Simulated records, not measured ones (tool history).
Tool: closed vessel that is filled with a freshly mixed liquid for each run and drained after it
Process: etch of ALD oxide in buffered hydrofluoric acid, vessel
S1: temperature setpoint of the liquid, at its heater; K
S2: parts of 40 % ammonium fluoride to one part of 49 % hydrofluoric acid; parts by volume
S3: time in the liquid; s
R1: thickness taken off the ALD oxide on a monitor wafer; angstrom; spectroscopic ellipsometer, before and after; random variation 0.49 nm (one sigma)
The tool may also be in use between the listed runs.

run 1 hour=0.0 | S1=294.15 S2=17.5 S3=90 | R1=756.15
run 2 hour=6.3 | S1=294.15 S2=17.5 S3=95 | R1=793.87
run 3 hour=9.0 | S1=293.15 S2=18.5 S3=95 | R1=713.00
run 4 hour=15.9 | S1=293.15 S2=18.5 S3=95 | R1=713.17
run 5 hour=16.7 | S1=292.65 S2=19.0 S3=95 | R1=675.72
run 6 hour=23.8 | S1=292.15 S2=19.5 S3=95 | R1=649.78
run 7 hour=30.0 | S1=291.65 S2=20.0 S3=95 | R1=609.31

Run 8 comes next. What will it give?
run 8 hour=38.0 | S1=291.15 S2=20.5 S3=95 | R1=?

{"run 8": {"R1": 582.36}}

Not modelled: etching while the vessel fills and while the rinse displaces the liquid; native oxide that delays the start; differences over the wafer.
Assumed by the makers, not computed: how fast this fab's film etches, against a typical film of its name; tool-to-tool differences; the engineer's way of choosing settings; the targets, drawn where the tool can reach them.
